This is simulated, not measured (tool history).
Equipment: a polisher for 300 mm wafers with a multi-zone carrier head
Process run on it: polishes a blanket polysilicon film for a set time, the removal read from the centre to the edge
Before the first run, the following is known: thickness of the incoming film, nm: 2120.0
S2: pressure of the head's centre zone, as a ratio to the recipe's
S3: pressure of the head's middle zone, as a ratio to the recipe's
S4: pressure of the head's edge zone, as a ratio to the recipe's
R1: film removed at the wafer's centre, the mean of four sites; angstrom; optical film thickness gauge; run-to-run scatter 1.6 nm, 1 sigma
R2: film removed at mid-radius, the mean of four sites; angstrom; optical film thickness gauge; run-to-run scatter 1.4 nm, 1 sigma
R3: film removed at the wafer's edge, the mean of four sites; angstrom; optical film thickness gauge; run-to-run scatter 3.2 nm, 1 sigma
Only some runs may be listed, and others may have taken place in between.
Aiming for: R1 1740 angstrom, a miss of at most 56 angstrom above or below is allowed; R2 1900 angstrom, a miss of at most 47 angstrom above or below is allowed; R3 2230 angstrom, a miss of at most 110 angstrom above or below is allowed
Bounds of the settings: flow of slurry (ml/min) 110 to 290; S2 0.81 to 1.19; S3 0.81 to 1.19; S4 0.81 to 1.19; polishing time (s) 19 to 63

{"run": 1, "hour": 0.0, "flow of slurry (ml/min)": 185, "S2": 1, "S3": 1, "S4": 1, "polishing time (s)": 41, "R1": 3151.4, "R2": 3177.2, "R3": 3266.3}
{"run": 2, "hour": 8.3, "flow of slurry (ml/min)": 165, "S2": 0.94, "S3": 0.95, "S4": 1, "polishing time (s)": 36, "R1": 2513.1, "R2": 2662.4, "R3": 2711.1}
{"run": 3, "hour": 11.3, "flow of slurry (ml/min)": 165, "S2": 0.86, "S3": 0.95, "S4": 1, "polishing time (s)": 36, "R1": 2345.6, "R2": 2664.9, "R3": 2812.4}
{"run": 4, "hour": 19.4, "flow of slurry (ml/min)": 165, "S2": 0.86, "S3": 0.95, "S4": 1, "polishing time (s)": 41, "R1": 2623.3, "R2": 2998.2, "R3": 3159.9}
{"run": 5, "hour": 27.4, "flow of slurry (ml/min)": 155, "S2": 0.84, "S3": 0.9, "S4": 1.03, "polishing time (s)": 37, "R1": 2350.6, "R2": 2559.6, "R3": 2913.5}
{"run": 6, "hour": 31.8, "flow of slurry (ml/min)": 140, "S2": 0.83, "S3": 0.89, "S4": 1.03, "polishing time (s)": 34, "R1": 2089.7, "R2": 2324.7, "R3": 2575.9}
{"run": 7, "hour": 35.7, "flow of slurry (ml/min)": 130, "S2": 0.82, "S3": 0.88, "S4": 1.05, "polishing time (s)": 32, "R1": 1909, "R2": 2136.6, "R3": 2523.4}
{"run": 8, "hour": 37.3, "flow of slurry (ml/min)": 125, "S2": 0.82, "S3": 0.87, "S4": 1.03, "polishing time (s)": 31, "R1": 1797.3, "R2": 2009.9, "R3": 2318.6}
{"run": 9, "hour": 44.5, "flow of slurry (ml/min)": 120, "S2": 0.82, "S3": 0.86, "S4": 1.03, "polishing time (s)": 31, "R1": 1778, "R2": 1987, "R3": 2387.1}
{"hour": 45.1, "done": "worn pad replaced by a new one"}
{"run": 10, "hour": 45.1, "flow of slurry (ml/min)": 120, "S2": 0.83, "S3": 0.85, "S4": 1, "polishing time (s)": 31, "R1": 1933.4, "R2": 2098.9, "R3": 2502.4}

Below are 5 possible settings for the next run. Only one of them brings all results inside the allowed miss of their targets. Which is it?
{"run": "A", "hour": 45.7, "flow of slurry (ml/min)": 160, "S2": 0.94, "S3": 0.87, "S4": 0.88, "polishing time (s)": 27, "R1": "?", "R2": "?", "R3": "?"}
{"run": "B", "hour": 45.7, "flow of slurry (ml/min)": 220, "S2": 1, "S3": 1.14, "S4": 0.87, "polishing time (s)": 26, "R1": "?", "R2": "?", "R3": "?"}
{"run": "C", "hour": 45.7, "flow of slurry (ml/min)": 170, "S2": 1.09, "S3": 1, "S4": 0.98, "polishing time (s)": 25, "R1": "?", "R2": "?", "R3": "?"}
{"run": "D", "hour": 45.7, "flow of slurry (ml/min)": 120, "S2": 0.83, "S3": 0.86, "S4": 1, "polishing time (s)": 28, "R1": "?", "R2": "?", "R3": "?"}
{"run": "E", "hour": 45.7, "flow of slurry (ml/min)": 170, "S2": 0.97, "S3": 0.95, "S4": 0.91, "polishing time (s)": 30, "R1": "?", "R2": "?", "R3": "?"}

move=A R1=2020.9 R2=1965.9 R3=2081.3
move=B R1=2181.4 R2=2444.9 R3=2057.7
move=C R1=2184.3 R2=2042.3 R3=2037.9
move=D R1=1746.2 R2=1911.9 R3=2202.4
move=E R1=2341.8 R2=2357.7 R3=2363.3
A: the biggest miss grows against the last run
B: the biggest miss grows against the last run
C: the biggest miss grows against the last run
D: all results land within tolerance of their targets
E: the biggest miss grows against the last run
D is the move that brings every result within its allowed miss.
